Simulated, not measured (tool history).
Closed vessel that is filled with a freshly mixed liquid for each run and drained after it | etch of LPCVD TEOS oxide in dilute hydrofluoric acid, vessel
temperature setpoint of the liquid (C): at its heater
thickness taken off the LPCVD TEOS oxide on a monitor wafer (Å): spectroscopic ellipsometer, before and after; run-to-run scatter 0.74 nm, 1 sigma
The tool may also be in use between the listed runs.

run,day,temperature setpoint of the liquid (C),parts of water to one part of 49 % hydrofluoric acid (parts by volume),time in the liquid (s),thickness taken off the LPCVD TEOS oxide on a monitor wafer (Å)
1,0,23,195,420,659.55
2,0.238,23,195,420,658.02
3,0.283,19.5,195,420,576.14
4,0.479,19.5,195,455,621.6
5,0.642,22.5,190,455,729.61
6,0.921,22.5,160,455,887.05
7,1.021,24,160,455,924.9
8,1.196,25,160,455,968.12
9,1.408,26,160,455,996.88

The next listed run, before its measurement:
10,1.762,26.5,160,455,?

{"run 10": {"thickness taken off the LPCVD TEOS oxide on a monitor wafer (Å)": 1032}}

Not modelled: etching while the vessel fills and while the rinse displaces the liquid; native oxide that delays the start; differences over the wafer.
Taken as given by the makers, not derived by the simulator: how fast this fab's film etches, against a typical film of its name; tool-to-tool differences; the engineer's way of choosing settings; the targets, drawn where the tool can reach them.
